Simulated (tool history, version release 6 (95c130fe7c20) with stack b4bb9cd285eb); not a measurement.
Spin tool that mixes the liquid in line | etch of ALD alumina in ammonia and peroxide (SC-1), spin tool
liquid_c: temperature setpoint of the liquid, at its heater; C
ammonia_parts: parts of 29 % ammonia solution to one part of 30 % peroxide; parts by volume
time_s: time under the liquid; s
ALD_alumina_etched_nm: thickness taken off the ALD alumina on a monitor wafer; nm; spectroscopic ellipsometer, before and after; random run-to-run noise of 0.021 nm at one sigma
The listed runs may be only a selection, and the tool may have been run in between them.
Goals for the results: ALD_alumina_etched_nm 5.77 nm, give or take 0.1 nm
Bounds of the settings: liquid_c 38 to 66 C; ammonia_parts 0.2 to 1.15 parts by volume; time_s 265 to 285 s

run 1 hour=0 | liquid_c=50 ammonia_parts=0.65 time_s=265 | ALD_alumina_etched_nm=11.526
run 2 hour=7.8 | liquid_c=50 ammonia_parts=0.65 time_s=285 | ALD_alumina_etched_nm=12.255
run 3 hour=9.9 | liquid_c=50 ammonia_parts=0.55 time_s=285 | ALD_alumina_etched_nm=12.09
run 4 hour=11.2 | liquid_c=55 ammonia_parts=0.55 time_s=285 | ALD_alumina_etched_nm=15.938
run 5 hour=12.2 | liquid_c=50.5 ammonia_parts=0.5 time_s=285 | ALD_alumina_etched_nm=12.436
run 6 hour=18.4 | liquid_c=50.5 ammonia_parts=0.5 time_s=285 | ALD_alumina_etched_nm=12.337
run 7 hour=20.6 | liquid_c=47.5 ammonia_parts=0.45 time_s=285 | ALD_alumina_etched_nm=10.357
run 8 hour=24.6 | liquid_c=45 ammonia_parts=0.4 time_s=285 | ALD_alumina_etched_nm=8.9142
run 9 hour=27.4 | liquid_c=43 ammonia_parts=0.35 time_s=285 | ALD_alumina_etched_nm=7.8944
run 10 hour=34 | liquid_c=41.5 ammonia_parts=0.3 time_s=285 | ALD_alumina_etched_nm=7.1282
run 11 hour=40 | liquid_c=40.5 ammonia_parts=0.3 time_s=285 | ALD_alumina_etched_nm=6.7523
run 12 hour=46.5 | liquid_c=40 ammonia_parts=0.3 time_s=285 | ALD_alumina_etched_nm=6.5327
-- hour=47.9 thermometer replaced
run 13 hour=47.9 | liquid_c=39.5 ammonia_parts=0.3 time_s=285 | ALD_alumina_etched_nm=5.6012

5 next moves are on the table. One of them brings every result within its allowed miss. Which?
run A hour=49.3 | liquid_c=40 ammonia_parts=0.4 time_s=275 | ALD_alumina_etched_nm=?
run B hour=49.3 | liquid_c=39.5 ammonia_parts=0.3 time_s=280 | ALD_alumina_etched_nm=?
run C hour=49.3 | liquid_c=39.5 ammonia_parts=0.25 time_s=285 | ALD_alumina_etched_nm=?
run D hour=49.3 | liquid_c=39 ammonia_parts=0.2 time_s=285 | ALD_alumina_etched_nm=?
run E hour=49.3 | liquid_c=41 ammonia_parts=0.2 time_s=265 | ALD_alumina_etched_nm=?

move=A ALD_alumina_etched_nm=5.7061
move=B ALD_alumina_etched_nm=5.4873
move=C ALD_alumina_etched_nm=5.4885
move=D ALD_alumina_etched_nm=5.2149
move=E ALD_alumina_etched_nm=5.4571
A: all results land within tolerance of their targets
B: its largest miss is bigger than the last run's
C: its largest miss is bigger than the last run's
D: its largest miss is bigger than the last run's
E: its largest miss is bigger than the last run's
The move that meets every target is A.

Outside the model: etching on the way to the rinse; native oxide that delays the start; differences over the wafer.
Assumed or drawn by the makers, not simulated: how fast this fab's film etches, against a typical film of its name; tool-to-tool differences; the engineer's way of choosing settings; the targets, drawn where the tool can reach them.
